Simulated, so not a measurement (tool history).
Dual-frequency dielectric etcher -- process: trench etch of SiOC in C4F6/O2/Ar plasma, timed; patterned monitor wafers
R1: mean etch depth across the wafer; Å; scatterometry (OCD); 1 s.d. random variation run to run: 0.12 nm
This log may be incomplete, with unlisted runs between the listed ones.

run 1 hour=0 | source_power_(W)=340 bias_power_(W)=246 etch_time_(s)=9.5 | R1=213.15
run 2 hour=3 | source_power_(W)=340 bias_power_(W)=209 etch_time_(s)=9.5 | R1=198.32
run 3 hour=11.4 | source_power_(W)=320 bias_power_(W)=201 etch_time_(s)=9.5 | R1=188.61
run 4 hour=12.7 | source_power_(W)=360 bias_power_(W)=201 etch_time_(s)=9.5 | R1=199.52
run 5 hour=19.3 | source_power_(W)=360 bias_power_(W)=201 etch_time_(s)=9.5 | R1=202.11
run 6 hour=27.6 | source_power_(W)=340 bias_power_(W)=196 etch_time_(s)=9.5 | R1=194.18
run 7 hour=33 | source_power_(W)=320 bias_power_(W)=191 etch_time_(s)=9.5 | R1=186.34
run 8 hour=41.6 | source_power_(W)=310 bias_power_(W)=188 etch_time_(s)=9.5 | R1=183.11

Predict the results of run 9:
run 9 hour=44.4 | source_power_(W)=300 bias_power_(W)=186 etch_time_(s)=9.5 | R1=?

Run 9 produced R1 180.33 Å.
